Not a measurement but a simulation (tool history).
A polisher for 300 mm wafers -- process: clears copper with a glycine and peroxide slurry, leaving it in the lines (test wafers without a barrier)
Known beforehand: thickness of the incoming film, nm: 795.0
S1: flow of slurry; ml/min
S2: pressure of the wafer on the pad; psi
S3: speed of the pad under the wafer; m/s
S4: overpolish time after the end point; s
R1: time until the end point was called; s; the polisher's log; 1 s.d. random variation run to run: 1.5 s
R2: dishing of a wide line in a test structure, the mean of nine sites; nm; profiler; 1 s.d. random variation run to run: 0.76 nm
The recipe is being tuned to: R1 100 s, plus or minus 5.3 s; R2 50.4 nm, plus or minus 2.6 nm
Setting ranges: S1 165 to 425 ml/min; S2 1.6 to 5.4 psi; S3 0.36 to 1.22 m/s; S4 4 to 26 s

run 1 hour=0 | S1=275 S2=3.5 S3=0.78 S4=13 | R1=132.49 R2=53.894
run 2 hour=1 | S1=275 S2=3.8 S3=0.78 S4=12 | R1=120.22 R2=53.94
run 3 hour=9.1 | S1=315 S2=3.8 S3=0.78 S4=12 | R1=124.99 R2=54.967
run 4 hour=17.3 | S1=300 S2=4 S3=0.78 S4=11 | R1=119.52 R2=51.498
run 5 hour=24.3 | S1=300 S2=4 S3=0.78 S4=14 | R1=116.34 R2=63.571
run 6 hour=26.3 | S1=295 S2=4.2 S3=0.78 S4=13 | R1=112.12 R2=62.653
run 7 hour=32.6 | S1=290 S2=4.3 S3=0.78 S4=12 | R1=109.64 R2=60.09
run 8 hour=34.4 | S1=290 S2=4.4 S3=0.78 S4=11 | R1=106.5 R2=55.23
run 9 hour=41.5 | S1=285 S2=4.5 S3=0.78 S4=11 | R1=106 R2=56.064
run 10 hour=49.1 | S1=280 S2=4.6 S3=0.78 S4=10 | R1=106.03 R2=52.959
run 11 hour=54.1 | S1=280 S2=4.7 S3=0.78 S4=10 | R1=103.21 R2=53.658
run 12 hour=55.5 | S1=280 S2=4.8 S3=0.78 S4=10 | R1=102.39 R2=54.011

5 next moves are on the table. One of them brings every result within its allowed miss. Which?
run A hour=56.9 | S1=380 S2=5.4 S3=0.78 S4=9 | R1=? R2=?
run B hour=56.9 | S1=330 S2=4.4 S3=0.84 S4=9 | R1=? R2=?
run C hour=56.9 | S1=300 S2=4.6 S3=0.84 S4=10 | R1=? R2=?
run D hour=56.9 | S1=285 S2=4.7 S3=0.72 S4=11 | R1=? R2=?
run E hour=56.9 | S1=270 S2=4.4 S3=0.76 S4=10 | R1=? R2=?

move=A R1=90.904 R2=55.736
move=B R1=102.17 R2=49.999
move=C R1=99.369 R2=56.224
move=D R1=112 R2=55.223
move=E R1=113.49 R2=50.09
A: the biggest miss grows against the last run
B: every result within its allowed miss
C: the biggest miss grows against the last run
D: the biggest miss grows against the last run
E: the furthest-off result lands on target, but another misses its tolerance
Correct choice: B, which meets every target

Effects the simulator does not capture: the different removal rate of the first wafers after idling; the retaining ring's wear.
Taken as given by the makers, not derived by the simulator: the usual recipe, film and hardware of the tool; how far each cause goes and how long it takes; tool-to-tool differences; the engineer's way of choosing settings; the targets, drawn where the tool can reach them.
